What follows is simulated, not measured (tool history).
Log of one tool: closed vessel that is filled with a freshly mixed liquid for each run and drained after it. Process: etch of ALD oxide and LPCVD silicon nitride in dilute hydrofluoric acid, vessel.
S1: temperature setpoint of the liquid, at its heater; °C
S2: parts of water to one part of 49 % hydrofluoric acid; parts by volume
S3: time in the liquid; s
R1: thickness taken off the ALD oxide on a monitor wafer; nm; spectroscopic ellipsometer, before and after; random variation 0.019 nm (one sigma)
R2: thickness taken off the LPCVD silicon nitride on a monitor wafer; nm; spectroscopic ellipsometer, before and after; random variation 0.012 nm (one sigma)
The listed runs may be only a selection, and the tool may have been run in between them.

run 1 day=0.000 | S1=25.0 S2=185 S3=60 | R1=6.5884 R2=0.142180
run 2 day=0.233 | S1=23.5 S2=205 S3=60 | R1=5.5427 R2=0.183150
run 3 day=0.429 | S1=23.5 S2=230 S3=60 | R1=4.6793 R2=0.128590
run 4 day=0.629 | S1=22.5 S2=245 S3=60 | R1=4.2634 R2=0.085670
run 5 day=0.779 | S1=22.0 S2=260 S3=60 | R1=3.8825 R2=0.067858
run 6 day=0.904 | S1=21.5 S2=275 S3=60 | R1=3.5166 R2=0.098686

Run 7 comes next. What will it give?
run 7 day=0.967 | S1=21.5 S2=275 S3=60 | R1=? R2=?

For run 7 the tool returned R1 3.5759 nm, R2 0.075711 nm.
